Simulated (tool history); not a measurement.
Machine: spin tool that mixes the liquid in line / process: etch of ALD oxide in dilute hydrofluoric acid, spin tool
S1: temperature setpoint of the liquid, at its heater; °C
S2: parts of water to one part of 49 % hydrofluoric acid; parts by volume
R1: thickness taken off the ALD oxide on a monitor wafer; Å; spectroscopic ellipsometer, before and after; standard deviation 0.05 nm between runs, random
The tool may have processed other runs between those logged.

{"run": 1, "hour": 0.0, "S1": 22, "S2": 170, "time under the liquid (s)": 40, "R1": 30.796}
{"run": 2, "hour": 7.6, "S1": 22, "S2": 170, "time under the liquid (s)": 25, "R1": 18.923}
{"run": 3, "hour": 15.1, "S1": 22, "S2": 170, "time under the liquid (s)": 25, "R1": 18.845}
{"run": 4, "hour": 23.0, "S1": 20.5, "S2": 170, "time under the liquid (s)": 25, "R1": 17.938}
{"run": 5, "hour": 27.0, "S1": 22.5, "S2": 160, "time under the liquid (s)": 25, "R1": 20.736}
{"run": 6, "hour": 34.8, "S1": 20.5, "S2": 160, "time under the liquid (s)": 25, "R1": 19.219}
{"run": 7, "hour": 35.6, "S1": 22.5, "S2": 145, "time under the liquid (s)": 25, "R1": 23.288}
{"run": 8, "hour": 37.8, "S1": 24, "S2": 130, "time under the liquid (s)": 25, "R1": 27.758}
{"run": 9, "hour": 43.9, "S1": 25, "S2": 120, "time under the liquid (s)": 25, "R1": 31.544}
{"run": 10, "hour": 48.5, "S1": 26, "S2": 110, "time under the liquid (s)": 25, "R1": 35.711}
{"run": 11, "hour": 53.5, "S1": 26.5, "S2": 105, "time under the liquid (s)": 25, "R1": 39.413}
{"run": 12, "hour": 58.0, "S1": 26.5, "S2": 105, "time under the liquid (s)": 25, "R1": 39.117}
{"run": 13, "hour": 61.4, "S1": 30, "S2": 75, "time under the liquid (s)": 25, "R1": 65.377}

Expected results for the next run?
{"run": 14, "hour": 63.2, "S1": 29.5, "S2": 75, "time under the liquid (s)": 25, "R1": "?"}

R1: 63.875 Å

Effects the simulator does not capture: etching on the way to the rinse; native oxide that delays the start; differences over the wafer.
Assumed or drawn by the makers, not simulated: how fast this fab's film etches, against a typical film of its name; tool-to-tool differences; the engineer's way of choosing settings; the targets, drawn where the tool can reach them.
